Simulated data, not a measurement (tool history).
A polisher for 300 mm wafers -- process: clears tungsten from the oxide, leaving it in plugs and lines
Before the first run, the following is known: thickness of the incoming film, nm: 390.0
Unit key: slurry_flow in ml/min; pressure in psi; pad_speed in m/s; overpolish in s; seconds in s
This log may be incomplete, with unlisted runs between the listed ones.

| run | hour | slurry_flow | pressure | pad_speed | slurry_solids | overpolish | seconds |
|---|---|---|---|---|---|---|---|
| 1 | 0 | 125 | 4.6 | 0.86 | 1 | 8 | 85.158 |
| 2 | 6.2 | 125 | 4.6 | 0.86 | 0.85 | 8 | 87.41 |
| 3 | 13.3 | 125 | 4.6 | 0.86 | 0.7 | 8 | 93.196 |
| 4 | 17.5 | 125 | 4.6 | 0.76 | 0.7 | 8 | 107.87 |
| 5 | 23.4 | 125 | 4.6 | 0.76 | 0.85 | 8 | 100.61 |
| 6 | 26.5 | 125 | 4.6 | 0.76 | 0.85 | 8 | 98.609 |
|  | 28.4 | slurry nozzle cleaned |
| 7 | 28.4 | 130 | 4.8 | 0.76 | 0.85 | 8 | 84.195 |

What does the tool deliver on the next run?
| 8 | 31 | 135 | 4.8 | 0.76 | 0.85 | 8 | ? |

Run 8 produced seconds 83.887 s.

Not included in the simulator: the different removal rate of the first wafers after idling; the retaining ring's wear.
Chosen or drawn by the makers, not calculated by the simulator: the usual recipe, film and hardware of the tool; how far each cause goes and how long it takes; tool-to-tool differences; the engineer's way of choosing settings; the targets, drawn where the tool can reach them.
